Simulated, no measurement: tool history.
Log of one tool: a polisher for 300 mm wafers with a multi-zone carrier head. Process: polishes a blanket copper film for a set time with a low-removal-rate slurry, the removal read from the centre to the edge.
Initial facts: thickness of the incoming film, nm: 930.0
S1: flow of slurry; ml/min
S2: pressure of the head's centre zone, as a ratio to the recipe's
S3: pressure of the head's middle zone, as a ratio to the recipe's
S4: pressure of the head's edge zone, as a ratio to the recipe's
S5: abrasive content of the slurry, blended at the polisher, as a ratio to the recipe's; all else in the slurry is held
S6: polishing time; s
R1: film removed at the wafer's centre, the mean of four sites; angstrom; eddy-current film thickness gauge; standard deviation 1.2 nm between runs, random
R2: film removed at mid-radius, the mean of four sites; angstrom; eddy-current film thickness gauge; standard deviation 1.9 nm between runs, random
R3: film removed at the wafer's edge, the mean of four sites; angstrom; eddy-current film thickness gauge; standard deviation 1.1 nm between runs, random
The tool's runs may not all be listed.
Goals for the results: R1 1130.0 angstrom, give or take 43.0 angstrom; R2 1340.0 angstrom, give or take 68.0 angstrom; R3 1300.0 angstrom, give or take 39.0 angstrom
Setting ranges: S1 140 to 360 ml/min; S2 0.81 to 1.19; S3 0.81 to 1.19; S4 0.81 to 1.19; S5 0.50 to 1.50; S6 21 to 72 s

run  hour   S1    S2    S3    S4    S5  S6      R1      R2      R3
  1   0.0  230  1.00  1.00  1.00  1.00  46  1000.2  1002.5  1011.3
  2   7.4  235  0.99  1.03  1.03  1.10  47  1031.7  1055.2  1057.2
  3  14.6  235  0.97  1.05  1.05  1.20  48  1045.8  1150.1  1117.8
  4  16.0  240  0.97  1.06  1.07  1.25  48  1065.0  1118.2  1165.3
  5  18.0  245  0.96  1.08  1.07  1.30  48  1093.5  1157.2  1161.1
  6  23.5  245  0.96  1.08  1.07  1.50  48  1103.8  1228.5  1195.7
  7  31.4  250  0.95  1.10  1.08  1.50  48  1083.4  1223.2  1191.6
  8  38.8  250  0.94  1.11  1.09  1.50  49  1098.0  1271.0  1234.0

Exercise: of the 5 proposed moves below, exactly one satisfies all targets within the stated allowed misses. Which move is it?
  A  46.2  230  0.92  0.96  1.11  1.45  53   ?   ?   ?
  B  46.2  295  0.91  1.11  1.06  1.50  52   ?   ?   ?
  C  46.2  250  0.94  1.16  1.00  1.40  51   ?   ?   ?
  D  46.2  205  1.02  1.04  0.99  1.45  49   ?   ?   ?
  E  46.2  215  0.97  1.08  1.02  1.35  49   ?   ?   ?

move      R1      R2      R3
   A  1146.9  1174.6  1325.4
   B  1146.8  1338.9  1296.0
   C  1129.9  1327.5  1205.5
   D  1164.6  1150.2  1148.4
   E  1096.4  1175.8  1151.3
A: brings the result that was furthest off to its target, and leaves another outside
B: every result within its allowed miss
C: misses by more than the last run did
D: misses by more than the last run did
E: misses by more than the last run did
The move that meets every target is B.
